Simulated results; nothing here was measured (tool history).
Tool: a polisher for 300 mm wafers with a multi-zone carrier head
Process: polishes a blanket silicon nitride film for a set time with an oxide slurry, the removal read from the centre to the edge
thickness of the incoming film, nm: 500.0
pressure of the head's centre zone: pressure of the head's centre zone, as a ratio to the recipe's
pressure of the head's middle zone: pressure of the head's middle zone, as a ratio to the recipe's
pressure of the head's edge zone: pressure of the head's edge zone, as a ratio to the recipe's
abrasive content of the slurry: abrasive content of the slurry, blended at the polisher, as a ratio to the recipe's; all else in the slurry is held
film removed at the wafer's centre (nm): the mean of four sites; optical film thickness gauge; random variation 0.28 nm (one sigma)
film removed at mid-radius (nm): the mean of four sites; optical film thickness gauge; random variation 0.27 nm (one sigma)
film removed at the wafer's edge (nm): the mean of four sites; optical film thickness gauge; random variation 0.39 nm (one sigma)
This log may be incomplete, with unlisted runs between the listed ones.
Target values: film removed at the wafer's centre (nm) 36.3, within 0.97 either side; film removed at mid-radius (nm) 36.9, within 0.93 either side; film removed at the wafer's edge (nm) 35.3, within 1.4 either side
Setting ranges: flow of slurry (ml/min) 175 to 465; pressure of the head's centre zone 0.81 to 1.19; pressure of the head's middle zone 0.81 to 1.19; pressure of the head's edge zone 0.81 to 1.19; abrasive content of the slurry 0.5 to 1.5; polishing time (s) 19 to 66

| run | day | flow of slurry (ml/min) | pressure of the head's centre zone | pressure of the head's middle zone | pressure of the head's edge zone | abrasive content of the slurry | polishing time (s) | film removed at the wafer's centre (nm) | film removed at mid-radius (nm) | film removed at the wafer's edge (nm) |
|---|---|---|---|---|---|---|---|---|---|---|
| 1 | 0 | 295 | 1 | 1 | 1 | 1 | 42 | 24.766 | 25.144 | 24.068 |
| 2 | 0.046 | 300 | 1.02 | 1.03 | 1.05 | 1.15 | 43 | 27.708 | 27.981 | 26.764 |
| 3 | 0.1 | 305 | 1.03 | 1.05 | 1.09 | 1.25 | 44 | 29.739 | 30.058 | 28.235 |
| 4 | 0.325 | 305 | 1.03 | 1.05 | 1.02 | 1.25 | 44 | 29.556 | 29.981 | 28.102 |
| 5 | 0.692 | 305 | 1.03 | 1.05 | 1.02 | 1.25 | 49 | 33.459 | 33.577 | 31.384 |
| 6 | 0.792 | 315 | 1.02 | 1.05 | 1.05 | 1.3 | 49 | 33.283 | 33.93 | 32.523 |
| 7 | 1.142 | 315 | 1.02 | 1.05 | 1.05 | 1.3 | 49 | 33.557 | 34.325 | 32.894 |
| 8 | 1.258 | 330 | 1.03 | 1.06 | 1.07 | 1.35 | 49 | 33.858 | 35.149 | 32.933 |
| 9 | 1.417 | 325 | 1.03 | 1.06 | 1.07 | 1.4 | 49 | 35.273 | 35.635 | 33.417 |
| 10 | 1.575 | 325 | 1.02 | 1.06 | 1.08 | 1.45 | 49 | 35.175 | 36.006 | 34.688 |

Exercise: of the 4 proposed moves below, exactly one satisfies all targets within the stated allowed misses. Which move is it?
| A | 1.733 | 305 | 1.1 | 1.05 | 1.07 | 1.5 | 46 | ? | ? | ? |
| B | 1.733 | 315 | 0.94 | 1.07 | 1.04 | 1.5 | 50 | ? | ? | ? |
| C | 1.733 | 340 | 0.96 | 1.08 | 1.05 | 1.45 | 48 | ? | ? | ? |
| D | 1.733 | 345 | 1 | 1.02 | 0.96 | 1.4 | 52 | ? | ? | ? |

| move | film removed at the wafer's centre (nm) | film removed at mid-radius (nm) | film removed at the wafer's edge (nm) |
|---|---|---|---|
| A | 35.705 | 33.785 | 32.312 |
| B | 33.233 | 37.455 | 34.881 |
| C | 32.397 | 36.002 | 33.309 |
| D | 36.102 | 36.681 | 34.709 |
A: the furthest-off result lands on target, but another misses its tolerance
B: further off than the last run
C: further off than the last run
D: in spec on every target
Answer: D
